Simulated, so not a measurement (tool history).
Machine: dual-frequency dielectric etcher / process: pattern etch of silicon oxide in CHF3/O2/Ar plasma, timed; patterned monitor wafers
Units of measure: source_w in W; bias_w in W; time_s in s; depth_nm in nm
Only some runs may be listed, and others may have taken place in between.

run 1 hour=0 | source_w=730 bias_w=173 time_s=637.5 | depth_nm=1535.4
run 2 hour=2.5 | source_w=860 bias_w=173 time_s=637.5 | depth_nm=1630.9
run 3 hour=7.1 | source_w=760 bias_w=173 time_s=637.5 | depth_nm=1548.3
run 4 hour=14.4 | source_w=820 bias_w=173 time_s=637.5 | depth_nm=1586.4
run 5 hour=23.2 | source_w=750 bias_w=164 time_s=637.5 | depth_nm=1506.3
run 6 hour=29.9 | source_w=630 bias_w=164 time_s=637.5 | depth_nm=1420.7
run 7 hour=33.3 | source_w=590 bias_w=162 time_s=637.5 | depth_nm=1364.8
run 8 hour=36.9 | source_w=570 bias_w=161 time_s=637.5 | depth_nm=1349.7

What does the tool deliver on the next run?
run 9 hour=43.7 | source_w=550 bias_w=160 time_s=637.5 | depth_nm=?

{"run 9": {"depth_nm": 1320.8}}

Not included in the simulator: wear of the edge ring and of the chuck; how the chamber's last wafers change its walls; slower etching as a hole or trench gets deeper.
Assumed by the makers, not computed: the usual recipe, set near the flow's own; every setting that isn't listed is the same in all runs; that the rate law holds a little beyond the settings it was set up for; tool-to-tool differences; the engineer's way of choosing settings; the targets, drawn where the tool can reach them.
